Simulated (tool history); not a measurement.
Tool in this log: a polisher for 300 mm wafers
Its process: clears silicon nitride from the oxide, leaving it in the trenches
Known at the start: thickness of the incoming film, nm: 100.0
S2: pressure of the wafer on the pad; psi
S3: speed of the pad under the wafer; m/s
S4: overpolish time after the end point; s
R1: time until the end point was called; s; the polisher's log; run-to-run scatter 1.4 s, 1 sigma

{"run": 1, "hour": 0.0, "flow of slurry (ml/min)": 265, "S2": 2.5, "S3": 1.04, "S4": 6, "R1": 114.36}
{"run": 2, "hour": 8.9, "flow of slurry (ml/min)": 210, "S2": 2.5, "S3": 1.04, "S4": 6, "R1": 114.16}
{"run": 3, "hour": 15.9, "flow of slurry (ml/min)": 210, "S2": 2.2, "S3": 1.04, "S4": 6, "R1": 126.62}
{"run": 4, "hour": 23.3, "flow of slurry (ml/min)": 210, "S2": 2.4, "S3": 1.06, "S4": 6, "R1": 115.67}
{"run": 5, "hour": 28.1, "flow of slurry (ml/min)": 210, "S2": 2.4, "S3": 1.22, "S4": 6, "R1": 104.31}
{"run": 6, "hour": 28.9, "flow of slurry (ml/min)": 210, "S2": 2.4, "S3": 1.22, "S4": 5, "R1": 105.55}
{"run": 7, "hour": 35.9, "flow of slurry (ml/min)": 210, "S2": 2.5, "S3": 1.24, "S4": 5, "R1": 99.643}
{"run": 8, "hour": 40.5, "flow of slurry (ml/min)": 210, "S2": 2.6, "S3": 1.26, "S4": 5, "R1": 93.248}

Run 9 comes next. What will it give?
{"run": 9, "hour": 47.6, "flow of slurry (ml/min)": 210, "S2": 2.7, "S3": 1.26, "S4": 5, "R1": "?"}

R1: 95.381 s
